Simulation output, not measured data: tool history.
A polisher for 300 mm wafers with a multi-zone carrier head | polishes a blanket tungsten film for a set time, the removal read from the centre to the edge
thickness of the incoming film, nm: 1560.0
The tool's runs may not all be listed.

| run | hour | flow of slurry (ml/min) | pressure of the head's centre zone | pressure of the head's middle zone | pressure of the head's edge zone | abrasive content of the slurry | polishing time (s) | film removed at the wafer's centre (nm) | film removed at mid-radius (nm) | film removed at the wafer's edge (nm) |
|---|---|---|---|---|---|---|---|---|---|---|
| 1 | 0.0 | 210 | 1.00 | 1.00 | 1.00 | 1.00 | 61 | 168.06 | 164.72 | 161.81 |
| 2 | 5.7 | 200 | 0.99 | 0.95 | 1.00 | 0.85 | 59 | 154.02 | 145.60 | 149.03 |
| 3 | 9.0 | 200 | 0.99 | 0.95 | 1.00 | 0.85 | 69 | 181.46 | 171.21 | 173.50 |
| 4 | 18.0 | 200 | 0.99 | 0.95 | 1.04 | 0.85 | 69 | 184.20 | 172.52 | 174.46 |
| 5 | 19.7 | 185 | 0.98 | 0.91 | 1.04 | 0.75 | 65 | 164.23 | 147.33 | 160.30 |
| 6 | 27.0 | 185 | 1.03 | 0.91 | 1.04 | 0.75 | 65 | 170.90 | 147.43 | 161.96 |

The next listed run, before its measurement:
| 7 | 27.7 | 175 | 1.01 | 0.89 | 1.02 | 0.70 | 63 | ? | ? | ? |

Run 7 gave film removed at the wafer's centre (nm) 155.06, film removed at mid-radius (nm) 137.53, film removed at the wafer's edge (nm) 153.37.

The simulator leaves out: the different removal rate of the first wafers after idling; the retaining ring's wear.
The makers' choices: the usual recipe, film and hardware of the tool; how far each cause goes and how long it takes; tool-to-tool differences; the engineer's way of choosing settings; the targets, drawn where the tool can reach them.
